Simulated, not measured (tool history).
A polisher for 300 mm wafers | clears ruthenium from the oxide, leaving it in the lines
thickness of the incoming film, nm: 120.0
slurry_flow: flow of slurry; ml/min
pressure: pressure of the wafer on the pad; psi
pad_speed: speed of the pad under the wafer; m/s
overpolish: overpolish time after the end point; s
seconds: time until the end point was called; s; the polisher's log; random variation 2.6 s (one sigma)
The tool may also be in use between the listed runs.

run	hour	slurry_flow	pressure	pad_speed	overpolish	seconds
1	0	280	1.4	1	6	163.48
2	6.7	280	1.2	1	6	188.03
3	12.2	280	1	1	6	229.56
4	14.7	280	1	1.18	6	194.83
5	15.8	215	1	1.18	6	196.75
6	19.5	215	0.9	1.18	6	221.46
7	23.7	215	0.6	1.18	6	317.73

Forecast run 8:
8	25.1	220	0.6	1.18	6	?

{"run 8": {"seconds": 318.61}}

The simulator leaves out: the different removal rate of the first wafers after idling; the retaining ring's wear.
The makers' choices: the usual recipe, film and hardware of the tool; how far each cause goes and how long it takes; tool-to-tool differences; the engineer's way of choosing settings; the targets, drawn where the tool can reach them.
